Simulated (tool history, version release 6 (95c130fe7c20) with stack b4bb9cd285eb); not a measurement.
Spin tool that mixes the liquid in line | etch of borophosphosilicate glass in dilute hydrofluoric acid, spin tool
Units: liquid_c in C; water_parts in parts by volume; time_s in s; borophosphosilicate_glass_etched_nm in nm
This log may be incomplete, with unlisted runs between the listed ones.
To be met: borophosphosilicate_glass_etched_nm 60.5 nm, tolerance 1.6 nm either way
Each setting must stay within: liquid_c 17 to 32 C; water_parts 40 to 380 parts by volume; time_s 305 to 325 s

run  hour  liquid_c  water_parts  time_s  borophosphosilicate_glass_etched_nm
  1     0        24          210     305                               46.199
  2   2.3      22.5          210     305                               43.574
  3   3.2      22.5          210     325                               46.548
  4   9.9      23.5          210     325                               48.068
  5  15.8      24.5          210     325                               50.061
  6    19      25.5          210     325                               51.971
  7  27.7        26          210     325                               52.954
  8  33.3      26.5          210     325                               54.199
  9  35.4        27          210     325                               54.786
 10  40.6      27.5          210     325                               55.762
 11  44.8        28          210     325                               56.588
 12  53.6      28.5          210     325                               58.013
 13  58.8      28.5          210     325                               58.099
 14  59.7        29          210     325                                59.02

Below are 4 possible settings for the next run. Only one of them brings all results inside the allowed miss of their targets. Which is it?
  A  60.6        32          225     305                                    ?
  B  60.6        27          195     310                                    ?
  C  60.6        27          195     325                                    ?
  D  60.6        30          225     325                                    ?

move  borophosphosilicate_glass_etched_nm
   A                               56.054
   B                               57.348
   C                               60.123
   D                               55.855
A: lands further from the targets than the last run did
B: lands further from the targets than the last run did
C: every result lands within tolerance
D: lands further from the targets than the last run did
Answer: C

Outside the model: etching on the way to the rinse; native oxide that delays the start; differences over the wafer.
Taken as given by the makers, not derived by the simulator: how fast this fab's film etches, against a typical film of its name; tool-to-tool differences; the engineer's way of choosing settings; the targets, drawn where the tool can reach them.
